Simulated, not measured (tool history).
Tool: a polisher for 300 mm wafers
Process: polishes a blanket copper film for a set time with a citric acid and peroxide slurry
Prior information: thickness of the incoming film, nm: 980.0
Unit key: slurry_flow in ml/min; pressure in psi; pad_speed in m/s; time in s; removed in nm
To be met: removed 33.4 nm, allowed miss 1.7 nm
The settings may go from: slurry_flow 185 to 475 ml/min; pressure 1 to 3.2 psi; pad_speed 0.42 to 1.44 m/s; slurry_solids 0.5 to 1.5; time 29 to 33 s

run	hour	slurry_flow	pressure	pad_speed	slurry_solids	time	removed
1	0	305	2.1	0.92	1	33	56.844
2	2.3	305	2.1	0.92	1	33	56.443
3	4.4	305	2.4	0.92	1	33	66.006
4	13.4	305	2.4	1.04	1	33	72.047
5	20.1	305	2.3	1.02	1	33	67.528
6	21.5	305	2.2	1	1	33	65.494
7	30.5	305	2.2	1	1	33	62.8
8	34.6	305	1.6	0.88	1	33	42.658

4 next moves are on the table. One of them brings every result within its allowed miss. Which?
A	38.7	240	1.6	0.82	0.95	29	?
B	38.7	285	2.1	1	1.05	33	?
C	38.7	225	1.5	0.72	1.1	30	?
D	38.7	210	1.4	1.04	1.35	29	?

move	removed
A	34.195
B	62.414
C	30.32
D	38.817
A: meets every target
B: moves away from the targets compared with the last run
C: pushes the last run's worst result past its target
D: closes in on the targets versus the last run, not all within tolerance yet
Answer: A
